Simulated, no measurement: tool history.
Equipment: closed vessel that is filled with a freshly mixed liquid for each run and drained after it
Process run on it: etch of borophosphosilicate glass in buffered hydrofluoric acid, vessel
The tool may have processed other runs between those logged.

run    day  temperature setpoint of the liquid (C)  parts of 40 % ammonium fluoride to one part of 49 % hydrofluoric acid (parts by volume)  time in the liquid (s)  thickness taken off the borophosphosilicate glass on a monitor wafer (nm)
  1      0                                      23                                                                                      9.5                      90                                                                     133.19
  2  0.125                                      23                                                                                      9.5                      95                                                                     139.12
  3  0.479                                    25.5                                                                                      9.5                      95                                                                     161.71
  4  0.788                                      27                                                                                      9.5                      95                                                                     173.41
  5  0.938                                    28.5                                                                                      9.5                      95                                                                     187.87
  6  1.008                                    28.5                                                                                      9.5                      95                                                                     187.23
  7  1.083                                    29.5                                                                                      9.5                      95                                                                     194.66

For run 8, what comes out?
  8  1.204                                      30                                                                                      9.5                      95                                                                          ?

{"run 8": {"thickness taken off the borophosphosilicate glass on a monitor wafer (nm)": 203}}
